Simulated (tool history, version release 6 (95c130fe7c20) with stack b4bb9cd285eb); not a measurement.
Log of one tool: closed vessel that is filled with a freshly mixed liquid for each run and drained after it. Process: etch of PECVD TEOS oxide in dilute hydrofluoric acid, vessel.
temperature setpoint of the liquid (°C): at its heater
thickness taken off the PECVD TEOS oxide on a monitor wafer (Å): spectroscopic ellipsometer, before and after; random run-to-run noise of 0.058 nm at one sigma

run    day  temperature setpoint of the liquid (°C)  parts of water to one part of 49 % hydrofluoric acid (parts by volume)  time in the liquid (s)  thickness taken off the PECVD TEOS oxide on a monitor wafer (Å)
  1  0.000                                     21.0                                                                     205                      30                                                           36.256
  2  0.112                                     21.0                                                                     205                      30                                                           36.222
  3  0.329                                     21.0                                                                     135                      30                                                           59.166
  4  0.658                                     21.0                                                                      85                      30                                                          100.200
  5  0.879                                     21.0                                                                     120                      30                                                           68.245
  6  0.921                                     21.0                                                                      60                      30                                                          148.940
  7  1.050                                     20.0                                                                      80                      30                                                          102.860
  8  1.262                                     19.0                                                                      90                      30                                                           87.103
  9  1.383                                     18.5                                                                      95                      30                                                           80.530

Run 10 comes next. What will it give?
 10  1.504                                     17.0                                                                     135                      30                                                                ?

thickness taken off the PECVD TEOS oxide on a monitor wafer (Å): 50.271
